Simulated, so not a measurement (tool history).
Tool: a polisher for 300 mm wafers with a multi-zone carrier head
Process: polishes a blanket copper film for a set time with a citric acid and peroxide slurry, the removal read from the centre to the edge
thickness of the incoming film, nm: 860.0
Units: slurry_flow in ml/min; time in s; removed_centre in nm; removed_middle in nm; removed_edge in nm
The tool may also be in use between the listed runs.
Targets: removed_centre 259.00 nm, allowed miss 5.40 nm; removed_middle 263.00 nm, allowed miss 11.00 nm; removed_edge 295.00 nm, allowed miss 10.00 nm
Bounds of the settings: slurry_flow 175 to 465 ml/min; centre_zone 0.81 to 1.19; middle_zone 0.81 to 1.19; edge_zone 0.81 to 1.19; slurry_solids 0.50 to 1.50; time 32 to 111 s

run	day	slurry_flow	centre_zone	middle_zone	edge_zone	slurry_solids	time	removed_centre	removed_middle	removed_edge
1	0.000	295	1.00	1.00	1.00	1.00	71	222.27	227.65	235.10
2	0.217	295	1.00	1.00	1.07	1.00	71	220.45	223.35	241.55
3	0.504	295	0.92	1.00	1.07	1.00	71	204.24	227.66	244.20
4	0.775	305	0.94	1.00	1.09	1.10	72	215.17	238.72	252.26
5	0.817	305	0.94	1.06	1.09	1.10	72	217.41	245.50	257.15
6	1.167	275	0.94	1.06	1.09	1.10	72	216.39	251.48	250.63
7	1.525	305	0.96	1.07	1.11	1.15	72	224.93	260.75	260.72
8	1.729	330	0.98	1.05	1.13	1.15	72	230.00	258.99	258.07
9	1.983	315	0.98	1.01	1.13	1.20	74	237.86	254.26	266.06
10	2.025	315	0.98	0.99	1.14	1.25	75	242.36	251.69	274.99
11	2.150	315	0.98	0.99	1.14	1.25	75	242.44	251.23	276.11

Which of these 4 next moves meets every target?
A	2.275	180	0.99	0.81	1.19	1.25	91	?	?	?
B	2.275	215	0.98	0.96	1.12	1.25	85	?	?	?
C	2.275	390	0.92	1.00	1.19	1.20	84	?	?	?
D	2.275	200	1.04	0.90	1.04	1.40	78	?	?	?

move	removed_centre	removed_middle	removed_edge
A	272.92	232.66	320.87
B	261.79	258.29	297.56
C	259.50	280.43	315.88
D	257.85	227.41	268.31
A: takes the result that was furthest off past its target
B: meets every target
C: brings the result that was furthest off to its target, and leaves another outside
D: brings the result that was furthest off to its target, and leaves another outside
Move B is the one to make.

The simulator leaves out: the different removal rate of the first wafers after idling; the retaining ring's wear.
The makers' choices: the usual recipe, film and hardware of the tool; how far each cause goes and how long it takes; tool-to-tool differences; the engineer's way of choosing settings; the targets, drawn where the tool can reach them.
